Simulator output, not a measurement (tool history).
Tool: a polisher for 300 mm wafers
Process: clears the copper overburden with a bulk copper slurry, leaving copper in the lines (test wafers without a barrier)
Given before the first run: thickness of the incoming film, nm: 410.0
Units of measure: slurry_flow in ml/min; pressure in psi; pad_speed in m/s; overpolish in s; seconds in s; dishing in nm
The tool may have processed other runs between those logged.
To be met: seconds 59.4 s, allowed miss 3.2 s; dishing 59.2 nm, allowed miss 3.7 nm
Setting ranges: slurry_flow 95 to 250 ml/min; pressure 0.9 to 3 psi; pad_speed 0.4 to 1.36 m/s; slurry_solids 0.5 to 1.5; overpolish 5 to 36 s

run  hour  slurry_flow  pressure  pad_speed  slurry_solids  overpolish  seconds  dishing
  1     0          160       1.9       0.88              1          18   76.307    51.18
  2     8          160         2       0.88              1          18   72.055   53.772
  3  11.9          145         2       0.88              1          18   72.484   52.532
  4  20.5          145       2.1       0.88              1          18   69.829   54.655
  5  24.7          165       2.1       0.88              1          18   69.658   54.437
  6  30.1          165       2.1       0.88            0.8          18   72.208   49.853
  7  33.2          165       2.2       0.88            0.8          18   72.804   54.052
  8    39          165       2.3       0.88            0.8          17    68.25   54.177
  9  43.3          165       2.4       0.88            0.8          17   66.606   56.145
 10  48.4          165       2.5       0.88            0.8          17   63.928   55.924

Which single option among these 5 for the next run brings every result within its allowed miss of target? Just one does.
  A  53.5          110       2.5       0.86           0.95          14        ?        ?
  B  53.5          135       2.5       0.98            0.8          17        ?        ?
  C  53.5          175       2.6       0.76           0.75          17        ?        ?
  D  53.5          145       2.3       0.88            0.8          20        ?        ?
  E  53.5          155       2.5       0.82           0.75          19        ?        ?

move  seconds  dishing
   A   65.747   47.151
   B    58.32   58.487
   C   70.238   51.818
   D    68.81   57.885
   E   68.957   56.384
A: lands further from the targets than the last run did
B: every result lands within tolerance
C: lands further from the targets than the last run did
D: lands further from the targets than the last run did
E: lands further from the targets than the last run did
Move B is the one to make.
